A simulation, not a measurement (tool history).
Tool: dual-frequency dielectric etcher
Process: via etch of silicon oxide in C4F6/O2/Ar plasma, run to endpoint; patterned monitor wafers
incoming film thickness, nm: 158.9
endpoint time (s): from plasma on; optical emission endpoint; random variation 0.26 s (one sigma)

run 1 day=0 | bias_power_(kW)=0.427 source_power_(kW)=0.3 Ar_flow_(sccm)=365 | endpoint_time_(s)=43.56
run 2 day=0.171 | bias_power_(kW)=0.381 source_power_(kW)=0.3 Ar_flow_(sccm)=365 | endpoint_time_(s)=45.374
run 3 day=0.304 | bias_power_(kW)=0.427 source_power_(kW)=0.3 Ar_flow_(sccm)=365 | endpoint_time_(s)=43.512
run 4 day=0.488 | bias_power_(kW)=0.427 source_power_(kW)=0.3 Ar_flow_(sccm)=312 | endpoint_time_(s)=42.703
run 5 day=0.517 | bias_power_(kW)=0.427 source_power_(kW)=0.3 Ar_flow_(sccm)=342 | endpoint_time_(s)=43.121
run 6 day=0.821 | bias_power_(kW)=0.427 source_power_(kW)=0.27 Ar_flow_(sccm)=342 | endpoint_time_(s)=45.718
run 7 day=1.029 | bias_power_(kW)=0.41 source_power_(kW)=0.27 Ar_flow_(sccm)=343 | endpoint_time_(s)=46.791

Run 8 comes next. What will it give?
run 8 day=1.1 | bias_power_(kW)=0.394 source_power_(kW)=0.27 Ar_flow_(sccm)=343 | endpoint_time_(s)=?

endpoint time (s): 46.896
